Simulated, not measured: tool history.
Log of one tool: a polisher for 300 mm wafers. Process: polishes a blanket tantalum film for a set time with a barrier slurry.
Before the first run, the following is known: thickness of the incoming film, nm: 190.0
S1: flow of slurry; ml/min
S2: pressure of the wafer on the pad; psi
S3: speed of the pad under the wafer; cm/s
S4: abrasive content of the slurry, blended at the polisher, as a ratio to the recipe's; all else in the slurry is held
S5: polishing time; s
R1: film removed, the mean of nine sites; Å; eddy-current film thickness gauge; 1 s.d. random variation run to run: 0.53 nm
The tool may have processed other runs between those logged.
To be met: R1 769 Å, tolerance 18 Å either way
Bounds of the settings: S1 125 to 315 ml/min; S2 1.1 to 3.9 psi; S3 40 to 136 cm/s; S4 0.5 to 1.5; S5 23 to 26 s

run 1 hour=0 | S1=205 S2=2.5 S3=88 S4=1 S5=26 | R1=570.52
run 2 hour=4 | S1=210 S2=2.6 S3=88 S4=1 S5=26 | R1=594.69
run 3 hour=6.2 | S1=210 S2=2.6 S3=100 S4=1 S5=26 | R1=666.28
run 4 hour=8.2 | S1=210 S2=2.6 S3=100 S4=1 S5=23 | R1=589.05
run 5 hour=11.1 | S1=180 S2=2.6 S3=100 S4=1 S5=23 | R1=591.06
run 6 hour=19.5 | S1=185 S2=2.7 S3=100 S4=1 S5=23 | R1=613.5
run 7 hour=24.6 | S1=190 S2=2.8 S3=100 S4=1 S5=23 | R1=625.41
run 8 hour=25.9 | S1=195 S2=2.9 S3=100 S4=1 S5=23 | R1=647.64
run 9 hour=31.6 | S1=195 S2=3 S3=100 S4=1 S5=23 | R1=677.53
run 10 hour=37.6 | S1=200 S2=3.1 S3=100 S4=1 S5=23 | R1=689.96
run 11 hour=45.2 | S1=200 S2=3.2 S3=100 S4=1 S5=23 | R1=719.64
run 12 hour=53.5 | S1=205 S2=3.2 S3=100 S4=1 S5=23 | R1=720.52
run 13 hour=59.8 | S1=210 S2=3.2 S3=100 S4=1 S5=23 | R1=724.35

Pick the move, out of 4, that brings all results within their allowed miss; only one does.
run A hour=66.1 | S1=215 S2=3 S3=110 S4=1.1 S5=24 | R1=?
run B hour=66.1 | S1=185 S2=3.4 S3=96 S4=1.05 S5=25 | R1=?
run C hour=66.1 | S1=190 S2=3 S3=106 S4=1.15 S5=25 | R1=?
run D hour=66.1 | S1=215 S2=3.6 S3=94 S4=0.9 S5=24 | R1=?

move=A R1=801.71
move=B R1=806.41
move=C R1=807.44
move=D R1=774.63
A: pushes the last run's worst result past its target
B: pushes the last run's worst result past its target
C: pushes the last run's worst result past its target
D: hits every target within its allowed miss
Answer: D
